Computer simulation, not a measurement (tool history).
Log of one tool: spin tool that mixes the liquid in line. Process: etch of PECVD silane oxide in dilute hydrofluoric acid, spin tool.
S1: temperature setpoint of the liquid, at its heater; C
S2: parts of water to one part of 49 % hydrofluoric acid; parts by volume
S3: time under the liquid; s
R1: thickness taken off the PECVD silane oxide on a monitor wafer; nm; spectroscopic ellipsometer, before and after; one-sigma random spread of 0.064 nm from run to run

run  hour    S1   S2   S3       R1
  1   0.0  21.0  290  310  13.7160
  2   8.0  18.5  290  310  12.5310
  3  17.0  18.0  310  310  11.2850
  4  19.9  18.0  260  310  14.0530
  5  26.1  17.5  290  310  12.0330
  6  31.0  17.5  310  310  11.1940
  7  33.8  17.5  325  310  10.3770
  8  40.0  17.5  330  310  10.2280
  9  41.7  17.5  335  310   9.9385
 10  45.4  17.5  340  310   9.8065

Run 11 is up next; what results do you expect?
 11  51.7  17.5  345  310   ?

{"run 11": {"R1": 9.4926}}
